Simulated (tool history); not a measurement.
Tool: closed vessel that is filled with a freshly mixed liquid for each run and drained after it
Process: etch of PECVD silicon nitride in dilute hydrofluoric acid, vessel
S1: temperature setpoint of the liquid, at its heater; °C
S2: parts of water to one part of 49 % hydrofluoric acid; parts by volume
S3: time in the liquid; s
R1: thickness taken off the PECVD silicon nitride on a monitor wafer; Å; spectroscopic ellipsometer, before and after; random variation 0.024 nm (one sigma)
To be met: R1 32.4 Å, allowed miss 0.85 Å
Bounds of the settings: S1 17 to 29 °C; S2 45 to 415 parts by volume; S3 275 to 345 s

| run | day | S1 | S2 | S3 | R1 |
|---|---|---|---|---|---|
| 1 | 0 | 21 | 230 | 345 | 40.686 |
| 2 | 0.383 | 24.5 | 230 | 345 | 50.294 |
| 3 | 0.75 | 23 | 230 | 345 | 45.021 |
| 4 | 0.992 | 23 | 230 | 345 | 45.981 |
|  | 1.262 | hydrofluoric acid flow meter replaced |
| 5 | 1.262 | 23 | 270 | 345 | 41.121 |
| 6 | 1.371 | 23 | 315 | 345 | 35.902 |
| 7 | 1.708 | 22.5 | 315 | 345 | 34.714 |
| 8 | 1.808 | 22 | 315 | 345 | 33.617 |

5 next moves are on the table. One of them brings every result within its allowed miss. Which?
| A | 1.908 | 22.5 | 300 | 335 | ? |
| B | 1.908 | 21.5 | 285 | 285 | ? |
| C | 1.908 | 23.5 | 310 | 330 | ? |
| D | 1.908 | 22 | 320 | 335 | ? |
| E | 1.908 | 25 | 335 | 280 | ? |

| move | R1 |
|---|---|
| A | 35.231 |
| B | 29.609 |
| C | 35.735 |
| D | 32.064 |
| E | 30.738 |
A: further off than the last run
B: takes the result that was furthest off past its target
C: further off than the last run
D: meets every target
E: takes the result that was furthest off past its target
The right move is D.
